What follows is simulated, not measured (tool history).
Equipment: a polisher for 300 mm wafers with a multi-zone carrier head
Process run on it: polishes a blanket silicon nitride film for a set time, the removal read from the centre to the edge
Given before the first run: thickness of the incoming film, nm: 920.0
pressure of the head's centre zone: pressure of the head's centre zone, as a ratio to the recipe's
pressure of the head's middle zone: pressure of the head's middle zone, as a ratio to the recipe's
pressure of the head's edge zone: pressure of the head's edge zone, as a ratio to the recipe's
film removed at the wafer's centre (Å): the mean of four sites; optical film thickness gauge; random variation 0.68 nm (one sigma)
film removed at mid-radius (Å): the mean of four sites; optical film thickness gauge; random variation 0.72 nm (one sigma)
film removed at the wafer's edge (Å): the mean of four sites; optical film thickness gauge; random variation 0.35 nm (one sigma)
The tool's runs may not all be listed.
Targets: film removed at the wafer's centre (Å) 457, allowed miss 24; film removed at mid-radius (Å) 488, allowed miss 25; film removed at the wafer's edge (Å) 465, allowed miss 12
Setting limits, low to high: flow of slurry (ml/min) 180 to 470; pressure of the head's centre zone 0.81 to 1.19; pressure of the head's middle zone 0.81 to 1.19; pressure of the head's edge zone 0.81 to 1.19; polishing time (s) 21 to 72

run	hour	flow of slurry (ml/min)	pressure of the head's centre zone	pressure of the head's middle zone	pressure of the head's edge zone	polishing time (s)	film removed at the wafer's centre (Å)	film removed at mid-radius (Å)	film removed at the wafer's edge (Å)
1	0	300	1	1	1	46	565.32	578.91	587.6
2	1.3	300	1	1.03	1	46	576.72	590.27	594.43
3	4.5	300	0.99	1.03	0.98	45	561.21	597.15	580.28
4	6	300	0.99	1.02	0.97	44	551.31	558.09	556.2
5	11.3	300	0.97	1.02	0.95	43	504.11	563.43	551.07
6	14.6	300	0.97	1.02	0.92	43	527.35	558.55	531.21
7	22.3	300	0.97	1.02	0.92	43	515.89	560.98	533.09
8	24.9	300	0.97	1.01	0.91	43	513.74	550.3	527.96
9	30.6	300	0.97	1	0.9	43	519.46	555.52	529.13
10	33.8	285	0.94	0.96	0.84	37	434.99	455.42	435.05

Exactly one of the 5 candidate moves below puts every result within its allowed miss. Which one?
A	37	255	1.12	0.91	0.81	34	?	?	?
B	37	245	1.05	0.96	0.81	40	?	?	?
C	37	180	0.94	0.98	0.82	42	?	?	?
D	37	235	0.97	0.85	0.89	39	?	?	?
E	37	285	0.97	1.15	0.81	34	?	?	?

move	film removed at the wafer's centre (Å)	film removed at mid-radius (Å)	film removed at the wafer's edge (Å)
A	468.71	392.05	390.62
B	514.14	480.16	457.58
C	459.37	490.83	467.15
D	459.77	421.09	464.16
E	411.82	484.36	393.04
A: lands further from the targets than the last run did
B: meets the target for the result that was furthest off, but another lies outside its allowed miss
C: every result lands within tolerance
D: meets the target for the result that was furthest off, but another lies outside its allowed miss
E: lands further from the targets than the last run did
Correct choice: C, which meets every target

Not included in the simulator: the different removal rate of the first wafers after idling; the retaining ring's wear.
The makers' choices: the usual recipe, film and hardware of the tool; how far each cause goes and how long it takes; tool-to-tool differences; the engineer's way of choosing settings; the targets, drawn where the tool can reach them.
